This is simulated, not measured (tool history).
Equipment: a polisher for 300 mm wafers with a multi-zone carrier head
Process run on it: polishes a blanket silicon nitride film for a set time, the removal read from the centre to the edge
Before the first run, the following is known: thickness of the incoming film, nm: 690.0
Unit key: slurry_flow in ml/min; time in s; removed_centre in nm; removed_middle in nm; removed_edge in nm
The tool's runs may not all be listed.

{"run": 1, "day": 0.0, "slurry_flow": 180, "centre_zone": 1.0, "middle_zone": 1.0, "edge_zone": 1.0, "time": 82, "removed_centre": 185.77, "removed_middle": 191.27, "removed_edge": 188.32}
{"run": 2, "day": 0.112, "slurry_flow": 175, "centre_zone": 0.97, "middle_zone": 1.0, "edge_zone": 0.97, "time": 74, "removed_centre": 159.08, "removed_middle": 174.34, "removed_edge": 163.82}
{"run": 3, "day": 0.329, "slurry_flow": 175, "centre_zone": 0.97, "middle_zone": 0.95, "edge_zone": 0.97, "time": 74, "removed_centre": 161.57, "removed_middle": 168.85, "removed_edge": 166.49}
{"run": 4, "day": 0.483, "slurry_flow": 175, "centre_zone": 0.97, "middle_zone": 0.95, "edge_zone": 0.97, "time": 83, "removed_centre": 179.1, "removed_middle": 187.53, "removed_edge": 185.84}
{"run": 5, "day": 0.742, "slurry_flow": 165, "centre_zone": 0.95, "middle_zone": 0.93, "edge_zone": 0.95, "time": 76, "removed_centre": 160.42, "removed_middle": 166.0, "removed_edge": 169.01}
{"run": 6, "day": 1.058, "slurry_flow": 165, "centre_zone": 0.95, "middle_zone": 0.93, "edge_zone": 0.95, "time": 90, "removed_centre": 184.72, "removed_middle": 193.99, "removed_edge": 201.22}
{"run": 7, "day": 1.371, "slurry_flow": 160, "centre_zone": 0.93, "middle_zone": 0.93, "edge_zone": 0.93, "time": 80, "removed_centre": 162.14, "removed_middle": 176.15, "removed_edge": 172.75}
{"run": 8, "day": 1.442, "slurry_flow": 155, "centre_zone": 0.91, "middle_zone": 0.91, "edge_zone": 0.91, "time": 74, "removed_centre": 149.68, "removed_middle": 155.86, "removed_edge": 159.06}
{"run": 9, "day": 1.467, "slurry_flow": 155, "centre_zone": 0.91, "middle_zone": 0.91, "edge_zone": 0.91, "time": 74, "removed_centre": 148.95, "removed_middle": 153.9, "removed_edge": 157.37}
{"run": 10, "day": 1.692, "slurry_flow": 140, "centre_zone": 0.82, "middle_zone": 0.97, "edge_zone": 0.82, "time": 51, "removed_centre": 89.639, "removed_middle": 112.6, "removed_edge": 103.62}
{"run": 11, "day": 1.917, "slurry_flow": 155, "centre_zone": 0.83, "middle_zone": 0.97, "edge_zone": 0.84, "time": 51, "removed_centre": 94.175, "removed_middle": 114.25, "removed_edge": 105.45}

Run 12 is up next; what results do you expect?
{"run": 12, "day": 2.233, "slurry_flow": 200, "centre_zone": 0.83, "middle_zone": 0.99, "edge_zone": 0.94, "time": 54, "removed_centre": "?", "removed_middle": "?", "removed_edge": "?"}

removed_centre: 101.660 nm
removed_middle: 126.38 nm
removed_edge: 122.05 nm
